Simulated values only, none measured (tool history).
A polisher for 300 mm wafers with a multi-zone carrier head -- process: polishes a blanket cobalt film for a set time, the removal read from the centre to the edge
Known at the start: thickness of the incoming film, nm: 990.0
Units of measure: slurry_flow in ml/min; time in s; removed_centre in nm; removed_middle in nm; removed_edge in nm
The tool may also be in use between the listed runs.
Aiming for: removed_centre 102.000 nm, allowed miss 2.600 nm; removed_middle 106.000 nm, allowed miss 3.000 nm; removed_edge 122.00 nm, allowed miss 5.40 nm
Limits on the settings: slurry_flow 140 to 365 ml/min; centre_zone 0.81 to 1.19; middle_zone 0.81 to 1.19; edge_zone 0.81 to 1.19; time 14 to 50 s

Run 1, hour 0.0: slurry_flow 235 ml/min, centre_zone 1.00, middle_zone 1.00, edge_zone 1.00, time 32 s. Result: removed_centre 156.400 nm, removed_middle 157.650 nm, removed_edge 161.11 nm.
Run 2, hour 1.2: slurry_flow 275 ml/min, centre_zone 1.00, middle_zone 1.00, edge_zone 1.00, time 32 s. Result: removed_centre 160.650 nm, removed_middle 160.830 nm, removed_edge 161.42 nm.
Run 3, hour 3.0: slurry_flow 275 ml/min, centre_zone 1.00, middle_zone 1.00, edge_zone 1.06, time 32 s. Result: removed_centre 162.520 nm, removed_middle 161.570 nm, removed_edge 166.36 nm.
Run 4, hour 7.2: slurry_flow 305 ml/min, centre_zone 1.00, middle_zone 1.00, edge_zone 1.06, time 32 s. Result: removed_centre 160.340 nm, removed_middle 161.930 nm, removed_edge 170.62 nm.
Run 5, hour 8.7: slurry_flow 305 ml/min, centre_zone 1.00, middle_zone 1.05, edge_zone 1.06, time 32 s. Result: removed_centre 163.490 nm, removed_middle 173.750 nm, removed_edge 170.72 nm.
Run 6, hour 10.4: slurry_flow 305 ml/min, centre_zone 1.00, middle_zone 1.05, edge_zone 1.09, time 32 s. Result: removed_centre 163.980 nm, removed_middle 168.090 nm, removed_edge 174.57 nm.
Run 7, hour 15.0: slurry_flow 305 ml/min, centre_zone 1.00, middle_zone 1.05, edge_zone 1.09, time 32 s. Result: removed_centre 163.250 nm, removed_middle 170.650 nm, removed_edge 174.03 nm.
Run 8, hour 21.4: slurry_flow 290 ml/min, centre_zone 0.95, middle_zone 0.98, edge_zone 1.05, time 30 s. Result: removed_centre 144.320 nm, removed_middle 148.800 nm, removed_edge 158.50 nm.
Run 9, hour 28.2: slurry_flow 275 ml/min, centre_zone 0.91, middle_zone 0.94, edge_zone 1.02, time 28 s. Result: removed_centre 127.280 nm, removed_middle 133.530 nm, removed_edge 147.28 nm.
Run 10, hour 35.6: slurry_flow 260 ml/min, centre_zone 0.89, middle_zone 0.90, edge_zone 0.97, time 27 s. Result: removed_centre 118.780 nm, removed_middle 123.120 nm, removed_edge 136.14 nm.
Run 11, hour 40.1: slurry_flow 245 ml/min, centre_zone 0.87, middle_zone 0.87, edge_zone 0.94, time 27 s. Result: removed_centre 116.770 nm, removed_middle 121.710 nm, removed_edge 133.71 nm.
Run 12, hour 48.1: slurry_flow 235 ml/min, centre_zone 0.86, middle_zone 0.85, edge_zone 0.94, time 26 s. Result: removed_centre 108.850 nm, removed_middle 114.350 nm, removed_edge 128.32 nm.

Which one of the following 4 next-run settings gets every result inside its allowed miss? There is exactly one.
Run A, hour 56.1: slurry_flow 300 ml/min, centre_zone 0.84, middle_zone 0.84, edge_zone 0.96, time 24 s. Result: removed_centre ?, removed_middle ?, removed_edge ?.
Run B, hour 56.1: slurry_flow 180 ml/min, centre_zone 0.88, middle_zone 0.83, edge_zone 0.84, time 24 s. Result: removed_centre ?, removed_middle ?, removed_edge ?.
Run C, hour 56.1: slurry_flow 240 ml/min, centre_zone 0.90, middle_zone 0.84, edge_zone 0.92, time 23 s. Result: removed_centre ?, removed_middle ?, removed_edge ?.
Run D, hour 56.1: slurry_flow 220 ml/min, centre_zone 0.82, middle_zone 0.81, edge_zone 1.14, time 24 s. Result: removed_centre ?, removed_middle ?, removed_edge ?.

move  removed_centre  removed_middle  removed_edge
   A         100.680         106.060        120.41
   B          97.441          97.759        107.37
   C         100.490          98.993        110.90
   D          94.168          99.070        127.40
A: every result within its allowed miss
B: moves the result that the last run missed by most past its target, out the other side
C: moves the result that the last run missed by most past its target, out the other side
D: moves the result that the last run missed by most past its target, out the other side
Move A is the one to make.

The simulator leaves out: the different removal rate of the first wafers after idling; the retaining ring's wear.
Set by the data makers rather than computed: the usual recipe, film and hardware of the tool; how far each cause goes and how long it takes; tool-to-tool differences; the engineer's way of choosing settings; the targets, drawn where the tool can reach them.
